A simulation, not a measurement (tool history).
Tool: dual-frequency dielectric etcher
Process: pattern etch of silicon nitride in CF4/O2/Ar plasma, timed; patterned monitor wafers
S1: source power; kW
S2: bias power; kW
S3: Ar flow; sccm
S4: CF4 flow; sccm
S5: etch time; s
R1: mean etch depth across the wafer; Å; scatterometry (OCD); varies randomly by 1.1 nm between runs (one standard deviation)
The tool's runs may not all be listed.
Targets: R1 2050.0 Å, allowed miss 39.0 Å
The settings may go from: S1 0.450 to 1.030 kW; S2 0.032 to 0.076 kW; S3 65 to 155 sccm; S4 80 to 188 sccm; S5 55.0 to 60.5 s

run	hour	S1	S2	S3	S4	S5	R1
1	0.0	0.740	0.054	110	134	60.5	1862.3
2	4.0	0.740	0.050	110	134	60.5	1793.5
3	5.7	0.770	0.050	110	134	60.5	1854.6
4	10.5	0.790	0.050	110	134	60.5	1901.8
5	11.1	0.800	0.050	110	134	60.5	1927.1
6	16.9	0.810	0.050	110	134	60.5	1945.2
7	20.5	0.820	0.050	110	134	60.5	1958.4
8	29.1	0.830	0.050	110	134	60.5	1980.7
9	35.7	0.840	0.050	110	134	60.5	1999.6

Exercise: of the 4 proposed moves below, exactly one satisfies all targets within the stated allowed misses. Which move is it?
A	42.3	0.820	0.050	118	188	60.5	?
B	42.3	0.930	0.048	122	135	60.0	?
C	42.3	0.820	0.052	115	134	59.5	?
D	42.3	0.950	0.043	102	125	55.0	?

move	R1
A	2029.0
B	2109.3
C	1950.0
D	1915.4
A: all results land within tolerance of their targets
B: carries the result that was furthest off beyond its target, to the other side
C: lands further from the targets than the last run did
D: lands further from the targets than the last run did
Go with A: it meets all targets.
